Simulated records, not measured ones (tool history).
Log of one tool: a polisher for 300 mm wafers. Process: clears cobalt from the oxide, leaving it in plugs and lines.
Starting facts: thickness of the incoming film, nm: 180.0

run  hour  flow of slurry (ml/min)  pressure of the wafer on the pad (kPa)  speed of the pad under the wafer (m/s)  overpolish time after the end point (s)  time until the end point was called (s)  dishing of a wide line in a test structure (angstrom)
  1     0                      230                                       9                                       1                                       20                                   58.299                                                 353.16
  2   8.6                      275                                       9                                       1                                       20                                   55.354                                                 361.49
  3  13.1                      265                                     8.3                                       1                                       20                                    61.64                                                 344.32
  4  13.9                      260                                     7.6                                       1                                       20                                   65.792                                                 325.38
  5  21.1                      295                                     7.6                                       1                                       20                                   64.028                                                 330.32
  6  29.2                      285                                     6.9                                       1                                       20                                   71.807                                                 314.29
  7  30.5                      280                                     6.9                                       1                                       20                                   71.774                                                 317.78
  8  33.4                      275                                     6.9                                       1                                       20                                   72.155                                                 311.43
  9  38.7                      265                                     6.9                                       1                                       20                                   71.731                                                  308.9
 10    42                      260                                     6.2                                       1                                       20                                   79.467                                                 293.26
 11  46.4                      255                                     6.2                                       1                                       20                                   79.346                                                 285.21
 12  49.4                      245                                     6.2                                       1                                       20                                   79.721                                                 302.03
 13  55.6                      240                                     6.2                                       1                                       20                                   80.631                                                 290.86
 14  57.1                      235                                     6.2                                       1                                       20                                   81.663                                                 282.61
 15  60.2                      225                                     6.2                                       1                                       20                                   82.206                                                  300.3
 16  68.3                      220                                     6.2                                       1                                       20                                   82.622                                                 286.27
 17  70.1                      215                                     6.2                                       1                                       20                                   81.409                                                 294.63
 18    76                      210                                     5.5                                       1                                       19                                   93.804                                                 257.97
 19  82.6                      205                                     5.5                                       1                                       19                                   92.948                                                 257.87
 20  86.1                      205                                     5.5                                       1                                       19                                   92.666                                                 262.89

Estimate the outcome of run 21 from the log above:
 21  94.6                      200                                     5.5                                       1                                       19                                        ?                                                      ?

{"run 21": {"time until the end point was called (s)": 92.071, "dishing of a wide line in a test structure (angstrom)": 251.38}}

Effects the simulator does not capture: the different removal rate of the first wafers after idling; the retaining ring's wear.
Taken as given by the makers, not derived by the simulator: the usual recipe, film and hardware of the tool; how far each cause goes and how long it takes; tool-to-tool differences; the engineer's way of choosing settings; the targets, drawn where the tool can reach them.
